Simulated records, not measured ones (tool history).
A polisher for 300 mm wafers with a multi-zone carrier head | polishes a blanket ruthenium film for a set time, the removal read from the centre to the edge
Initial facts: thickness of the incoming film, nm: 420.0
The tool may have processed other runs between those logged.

run  hour  flow of slurry (ml/min)  pressure of the head's centre zone  pressure of the head's middle zone  pressure of the head's edge zone  polishing time (s)  film removed at the wafer's centre (Å)  film removed at mid-radius (Å)  film removed at the wafer's edge (Å)
  1     0                      230                                   1                                   1                                 1                  62                                  604.64                           598.3                                 592.8
  2     4                      230                                1.06                                   1                                 1                  62                                  615.13                          599.73                                593.65
  3   6.8                      225                                1.06                                0.99                              0.96                  57                                  577.02                          543.03                                533.03
  4  10.5                      220                                1.04                                0.99                              0.93                  54                                  541.01                          516.67                                504.38
  5  16.6                      165                                1.04                                0.99                              0.93                  54                                  522.86                          500.99                                480.38
  6  22.7                      160                                1.03                                0.99                              0.91                  52                                  473.33                           480.7                                461.69

Forecast run 7:
  7  31.5                      160                                1.05                                0.99                              0.89                  51                                       ?                               ?                                     ?

film removed at the wafer's centre (Å): 492.49
film removed at mid-radius (Å): 470.59
film removed at the wafer's edge (Å): 451.37
